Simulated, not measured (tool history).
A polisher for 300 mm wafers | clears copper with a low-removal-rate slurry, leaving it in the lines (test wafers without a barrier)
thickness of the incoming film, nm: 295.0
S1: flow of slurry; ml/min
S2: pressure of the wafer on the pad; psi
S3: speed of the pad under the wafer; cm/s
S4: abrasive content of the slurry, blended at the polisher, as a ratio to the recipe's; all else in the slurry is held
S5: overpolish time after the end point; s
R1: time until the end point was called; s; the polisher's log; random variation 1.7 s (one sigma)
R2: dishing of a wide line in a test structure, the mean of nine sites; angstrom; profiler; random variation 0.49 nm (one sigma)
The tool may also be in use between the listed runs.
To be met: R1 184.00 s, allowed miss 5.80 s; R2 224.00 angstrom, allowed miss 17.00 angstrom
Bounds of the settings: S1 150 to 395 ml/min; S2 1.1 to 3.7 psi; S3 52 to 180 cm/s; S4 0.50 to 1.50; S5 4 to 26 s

run    day   S1   S2   S3    S4  S5      R1      R2
  1  0.000  250  2.4  116  1.00  13  121.03  261.75
  2  0.121  300  2.4  116  1.00  13  116.40  265.26
  3  0.225  285  2.2  116  1.00  14  129.29  268.50
  4  0.554  285  2.2  116  1.00   9  129.50  171.14
  5  0.583  275  2.0  116  1.00  11  141.43  187.10
  6  0.917  265  1.9  116  1.00  12  148.17  191.41
  7  1.258  250  1.3  114  1.00  18  222.81  204.13
  8  1.617  265  1.4  114  1.00  18  205.51  209.22
  9  1.667  280  1.4  114  1.00  18  200.85  221.94
 10  1.842  290  1.4  114  1.00  18  204.13  216.20
 11  2.058  295  1.4  114  1.00  18  203.21  216.98
 12  2.229  300  1.4  114  1.00  18  199.48  213.10
 13  2.358  310  1.4  114  1.00  18  201.05  218.23
 14  2.458  315  1.4  114  1.00  18  203.51  219.27

5 next moves are on the table. One of them brings every result within its allowed miss. Which?
  A  2.558  355  1.4  106  1.25  19   ?   ?
  B  2.558  365  1.6  108  1.00  17   ?   ?
  C  2.558  310  1.7  110  0.95  20   ?   ?
  D  2.558  280  1.1  142  1.15  19   ?   ?
  E  2.558  325  1.3  100  1.20  21   ?   ?

move      R1      R2
   A  199.03  228.97
   B  183.80  223.63
   C  175.41  270.67
   D  196.72  229.01
   E  230.23  219.11
A: nearer than the last run, and not there yet
B: meets every target
C: takes the result that was furthest off past its target
D: nearer than the last run, and not there yet
E: further off than the last run
The right move is B.
